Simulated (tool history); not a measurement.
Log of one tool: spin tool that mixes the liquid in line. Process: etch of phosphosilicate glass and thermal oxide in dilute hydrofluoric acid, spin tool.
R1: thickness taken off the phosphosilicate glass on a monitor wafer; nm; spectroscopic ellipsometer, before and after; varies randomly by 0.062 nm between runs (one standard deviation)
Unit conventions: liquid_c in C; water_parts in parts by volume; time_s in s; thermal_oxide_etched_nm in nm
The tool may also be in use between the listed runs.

run 1 hour=0 | liquid_c=23 water_parts=285 time_s=30 | R1=4.8742 thermal_oxide_etched_nm=0.3708
run 2 hour=4.8 | liquid_c=20 water_parts=285 time_s=30 | R1=4.3926 thermal_oxide_etched_nm=0.36918
run 3 hour=12.2 | liquid_c=20 water_parts=245 time_s=30 | R1=5.3352 thermal_oxide_etched_nm=0.40991
run 4 hour=14.5 | liquid_c=18.5 water_parts=245 time_s=30 | R1=4.9586 thermal_oxide_etched_nm=0.4628
run 5 hour=20.3 | liquid_c=18.5 water_parts=175 time_s=30 | R1=7.4069 thermal_oxide_etched_nm=0.57317
run 6 hour=26.6 | liquid_c=18.5 water_parts=85 time_s=30 | R1=16.935 thermal_oxide_etched_nm=1.2921

What does the tool deliver on the next run?
run 7 hour=29.1 | liquid_c=18.5 water_parts=90 time_s=30 | R1=? thermal_oxide_etched_nm=?

Run 7 yielded R1 16.046 nm, thermal_oxide_etched_nm 1.266 nm.

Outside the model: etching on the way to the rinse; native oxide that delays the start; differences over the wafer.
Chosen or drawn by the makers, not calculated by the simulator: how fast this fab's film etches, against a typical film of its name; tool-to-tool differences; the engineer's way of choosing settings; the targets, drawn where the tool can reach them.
